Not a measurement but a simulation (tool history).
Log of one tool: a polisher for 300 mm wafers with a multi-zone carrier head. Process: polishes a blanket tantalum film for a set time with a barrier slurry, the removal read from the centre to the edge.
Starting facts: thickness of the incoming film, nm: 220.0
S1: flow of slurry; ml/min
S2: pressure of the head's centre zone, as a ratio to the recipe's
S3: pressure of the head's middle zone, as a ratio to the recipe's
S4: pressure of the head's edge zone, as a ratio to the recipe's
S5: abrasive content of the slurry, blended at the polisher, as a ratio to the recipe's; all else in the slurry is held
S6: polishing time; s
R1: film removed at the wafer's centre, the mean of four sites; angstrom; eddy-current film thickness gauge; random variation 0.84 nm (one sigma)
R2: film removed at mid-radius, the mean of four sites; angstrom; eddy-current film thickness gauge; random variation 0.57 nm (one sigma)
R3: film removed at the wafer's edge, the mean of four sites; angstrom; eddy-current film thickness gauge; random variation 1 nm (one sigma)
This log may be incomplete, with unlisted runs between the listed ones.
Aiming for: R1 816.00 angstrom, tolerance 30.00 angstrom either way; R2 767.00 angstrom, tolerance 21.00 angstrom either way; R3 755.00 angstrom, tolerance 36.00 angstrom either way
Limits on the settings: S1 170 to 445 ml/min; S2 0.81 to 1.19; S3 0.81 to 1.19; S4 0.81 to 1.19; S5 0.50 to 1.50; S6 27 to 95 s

run    day   S1    S2    S3    S4    S5  S6      R1      R2      R3
  1  0.000  285  1.00  1.00  1.00  1.00  61  570.82  587.64  560.92
  2  0.200  290  1.04  1.02  1.04  1.15  62  622.07  632.36  610.14
  3  0.317  290  1.04  1.02  1.04  1.00  62  598.76  605.37  586.61
  4  0.350  290  1.04  0.98  1.04  1.00  62  613.03  588.83  584.60
  5  0.671  300  1.08  1.01  1.07  1.15  63  648.79  640.76  620.92
  6  0.912  300  1.10  1.00  1.08  1.25  65  695.37  660.68  669.25
  7  0.950  310  1.13  1.02  1.08  1.35  66  735.82  697.89  676.76
  8  1.088  310  1.14  1.03  1.10  1.40  67  754.34  726.70  710.55
  9  1.108  315  1.15  1.03  1.11  1.45  67  777.41  723.35  698.35
 10  1.429  310  1.15  1.03  1.12  1.45  68  785.67  727.24  737.27
 11  1.708  320  1.15  1.04  1.12  1.45  68  786.05  752.77  721.56
 12  1.792  320  1.15  1.04  1.12  1.45  68  796.15  738.16  729.37

4 candidate next runs follow, results not yet known. Just one meets every target within its allowed miss. Identify it.
  A  1.875  325  1.06  0.86  1.19  1.45  72   ?   ?   ?
  B  1.875  340  1.19  1.00  1.15  1.40  65   ?   ?   ?
  C  1.875  430  1.17  1.06  1.15  1.50  67   ?   ?   ?
  D  1.875  315  1.19  1.11  1.08  1.35  66   ?   ?   ?

move      R1      R2      R3
   A  784.13  687.03  797.58
   B  776.81  689.72  703.32
   C  818.00  767.61  745.60
   D  776.92  746.30  681.62
A: misses by more than the last run did
B: misses by more than the last run did
C: every result lands within tolerance
D: brings the result that was furthest off to its target, and leaves another outside
C meets every target.

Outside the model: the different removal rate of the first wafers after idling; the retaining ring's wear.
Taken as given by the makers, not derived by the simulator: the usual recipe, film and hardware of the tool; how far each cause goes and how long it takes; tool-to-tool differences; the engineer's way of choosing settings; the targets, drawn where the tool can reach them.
